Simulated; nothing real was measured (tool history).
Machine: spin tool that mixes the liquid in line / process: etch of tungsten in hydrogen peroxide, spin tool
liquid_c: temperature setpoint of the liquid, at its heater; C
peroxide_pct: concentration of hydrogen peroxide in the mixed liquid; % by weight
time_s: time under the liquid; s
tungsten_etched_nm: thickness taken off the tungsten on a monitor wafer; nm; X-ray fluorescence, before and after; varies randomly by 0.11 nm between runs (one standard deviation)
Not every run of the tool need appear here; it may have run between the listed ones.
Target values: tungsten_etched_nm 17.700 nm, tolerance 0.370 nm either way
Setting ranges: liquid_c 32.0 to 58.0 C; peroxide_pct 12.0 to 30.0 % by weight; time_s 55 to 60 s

{"run": 1, "day": 0.0, "liquid_c": 42.0, "peroxide_pct": 22.0, "time_s": 55, "tungsten_etched_nm": 28.238}
{"run": 2, "day": 0.275, "liquid_c": 41.0, "peroxide_pct": 22.0, "time_s": 55, "tungsten_etched_nm": 26.686}
{"run": 3, "day": 0.512, "liquid_c": 40.5, "peroxide_pct": 22.0, "time_s": 55, "tungsten_etched_nm": 25.872}
{"run": 4, "day": 0.654, "liquid_c": 34.0, "peroxide_pct": 22.0, "time_s": 55, "tungsten_etched_nm": 16.765}
{"run": 5, "day": 0.829, "liquid_c": 32.0, "peroxide_pct": 22.0, "time_s": 55, "tungsten_etched_nm": 14.647}
{"run": 6, "day": 1.162, "liquid_c": 37.5, "peroxide_pct": 22.0, "time_s": 55, "tungsten_etched_nm": 21.507}
{"run": 7, "day": 1.188, "liquid_c": 37.0, "peroxide_pct": 22.0, "time_s": 55, "tungsten_etched_nm": 20.705}
{"day": 1.371, "done": "new drum of peroxide connected"}
{"run": 8, "day": 1.371, "liquid_c": 36.5, "peroxide_pct": 22.0, "time_s": 55, "tungsten_etched_nm": 20.787}
{"run": 9, "day": 1.621, "liquid_c": 36.0, "peroxide_pct": 22.0, "time_s": 55, "tungsten_etched_nm": 20.212}
{"run": 10, "day": 1.708, "liquid_c": 34.5, "peroxide_pct": 22.0, "time_s": 55, "tungsten_etched_nm": 18.219}

Which one of the following 4 next-run settings gets every result inside its allowed miss? There is exactly one.
{"run": "A", "day": 1.796, "liquid_c": 35.0, "peroxide_pct": 21.0, "time_s": 55, "tungsten_etched_nm": "?"}
{"run": "B", "day": 1.796, "liquid_c": 34.5, "peroxide_pct": 17.5, "time_s": 60, "tungsten_etched_nm": "?"}
{"run": "C", "day": 1.796, "liquid_c": 33.5, "peroxide_pct": 23.5, "time_s": 60, "tungsten_etched_nm": "?"}
{"run": "D", "day": 1.796, "liquid_c": 34.5, "peroxide_pct": 24.0, "time_s": 55, "tungsten_etched_nm": "?"}

move=A tungsten_etched_nm=18.296
move=B tungsten_etched_nm=17.617
move=C tungsten_etched_nm=19.079
move=D tungsten_etched_nm=18.912
A: lands further from the targets than the last run did
B: hits every target within its allowed miss
C: lands further from the targets than the last run did
D: lands further from the targets than the last run did
The right move is B.

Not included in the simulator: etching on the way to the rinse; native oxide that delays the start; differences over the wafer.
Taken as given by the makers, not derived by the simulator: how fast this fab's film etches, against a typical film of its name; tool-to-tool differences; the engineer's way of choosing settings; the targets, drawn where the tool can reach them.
